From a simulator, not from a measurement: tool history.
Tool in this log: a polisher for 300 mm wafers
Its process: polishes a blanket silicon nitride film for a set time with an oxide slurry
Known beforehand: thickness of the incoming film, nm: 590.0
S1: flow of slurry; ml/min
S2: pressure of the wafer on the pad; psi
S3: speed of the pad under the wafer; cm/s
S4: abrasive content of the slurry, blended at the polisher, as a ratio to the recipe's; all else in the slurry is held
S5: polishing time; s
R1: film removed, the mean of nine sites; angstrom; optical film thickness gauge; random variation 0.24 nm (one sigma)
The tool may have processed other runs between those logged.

run 1 hour=0 | S1=205 S2=4.9 S3=114 S4=1 S5=42 | R1=440.91
run 2 hour=4.7 | S1=205 S2=4.9 S3=114 S4=1.2 S5=42 | R1=478.09
run 3 hour=5.7 | S1=205 S2=4.9 S3=104 S4=1.2 S5=42 | R1=441.53
run 4 hour=12.5 | S1=205 S2=4.9 S3=118 S4=1.2 S5=42 | R1=487.55
run 5 hour=18.9 | S1=205 S2=4.9 S3=118 S4=1.2 S5=42 | R1=488.74
run 6 hour=22.2 | S1=200 S2=4.6 S3=118 S4=1.2 S5=42 | R1=459.06
run 7 hour=28 | S1=200 S2=4.3 S3=118 S4=1.2 S5=42 | R1=436.72

For run 8, what comes out?
run 8 hour=36.4 | S1=200 S2=4.1 S3=118 S4=1.2 S5=42 | R1=?

Run 8 measured R1 413.84 angstrom.
